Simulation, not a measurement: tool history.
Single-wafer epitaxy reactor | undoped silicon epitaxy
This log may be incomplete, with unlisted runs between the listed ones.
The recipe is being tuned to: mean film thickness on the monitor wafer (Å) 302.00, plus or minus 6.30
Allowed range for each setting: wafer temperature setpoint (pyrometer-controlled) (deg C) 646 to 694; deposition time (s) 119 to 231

run	hour	wafer temperature setpoint (pyrometer-controlled) (deg C)	deposition time (s)	mean film thickness on the monitor wafer (Å)
1	0.0	670	175	440.97
2	8.3	677	175	511.42
3	14.3	674	175	473.52
4	22.3	669	175	436.18
5	23.1	666	175	402.39
6	27.4	664	175	389.19
7	33.5	662	175	371.39
8	35.1	661	175	365.63
9	39.0	660	175	354.77
10	41.4	659	175	350.47
11	49.4	658	175	338.16
12	57.7	657	175	334.37
13	63.0	656	175	328.91
14	67.2	651	175	293.22

Below are 5 possible settings for the next run. Only one of them brings all results inside the allowed miss of their targets. Which is it?
A	71.4	648	180	?
B	71.4	651	165	?
C	71.4	647	186	?
D	71.4	653	165	?
E	71.4	651	181	?

move	mean film thickness on the monitor wafer (Å)
A	281.11
B	275.42
C	284.09
D	287.84
E	302.12
A: moves away from the targets compared with the last run
B: moves away from the targets compared with the last run
C: moves away from the targets compared with the last run
D: moves away from the targets compared with the last run
E: every result lands within tolerance
Go with E: it meets all targets.

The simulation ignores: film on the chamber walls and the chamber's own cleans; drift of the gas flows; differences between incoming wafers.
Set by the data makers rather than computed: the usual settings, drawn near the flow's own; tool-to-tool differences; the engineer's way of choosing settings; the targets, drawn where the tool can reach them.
